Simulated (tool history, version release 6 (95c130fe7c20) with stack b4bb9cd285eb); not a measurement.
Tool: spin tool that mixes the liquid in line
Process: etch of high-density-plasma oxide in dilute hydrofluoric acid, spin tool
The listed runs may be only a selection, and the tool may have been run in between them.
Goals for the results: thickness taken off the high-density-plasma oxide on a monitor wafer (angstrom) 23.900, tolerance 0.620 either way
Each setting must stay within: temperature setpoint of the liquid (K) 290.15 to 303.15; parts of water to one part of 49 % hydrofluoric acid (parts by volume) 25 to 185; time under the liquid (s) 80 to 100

| run | hour | temperature setpoint of the liquid (K) | parts of water to one part of 49 % hydrofluoric acid (parts by volume) | time under the liquid (s) | thickness taken off the high-density-plasma oxide on a monitor wafer (angstrom) |
|---|---|---|---|---|---|
| 1 | 0.0 | 295.15 | 105 | 100 | 44.052 |
| 2 | 6.2 | 294.15 | 115 | 100 | 38.617 |
| 3 | 11.3 | 291.65 | 115 | 100 | 34.800 |
| 4 | 16.9 | 291.65 | 115 | 100 | 34.723 |
| 5 | 20.0 | 291.15 | 120 | 100 | 32.650 |
| 6 | 26.0 | 291.15 | 125 | 100 | 31.489 |
| 7 | 29.6 | 291.15 | 130 | 100 | 29.478 |
| 8 | 37.2 | 291.15 | 135 | 100 | 28.531 |

5 candidate next runs follow, results not yet known. Just one meets every target within its allowed miss. Identify it.
| A | 44.8 | 291.15 | 140 | 95 | ? |
| B | 44.8 | 290.15 | 140 | 85 | ? |
| C | 44.8 | 292.65 | 170 | 95 | ? |
| D | 44.8 | 293.15 | 130 | 80 | ? |
| E | 44.8 | 292.15 | 155 | 95 | ? |

| move | thickness taken off the high-density-plasma oxide on a monitor wafer (angstrom) |
|---|---|
| A | 25.989 |
| B | 22.318 |
| C | 22.057 |
| D | 25.827 |
| E | 24.076 |
A: moves toward the targets from the last run without getting all of them in spec
B: takes the result that was furthest off past its target
C: takes the result that was furthest off past its target
D: moves toward the targets from the last run without getting all of them in spec
E: every result lands within tolerance
E is the move that brings every result within its allowed miss.

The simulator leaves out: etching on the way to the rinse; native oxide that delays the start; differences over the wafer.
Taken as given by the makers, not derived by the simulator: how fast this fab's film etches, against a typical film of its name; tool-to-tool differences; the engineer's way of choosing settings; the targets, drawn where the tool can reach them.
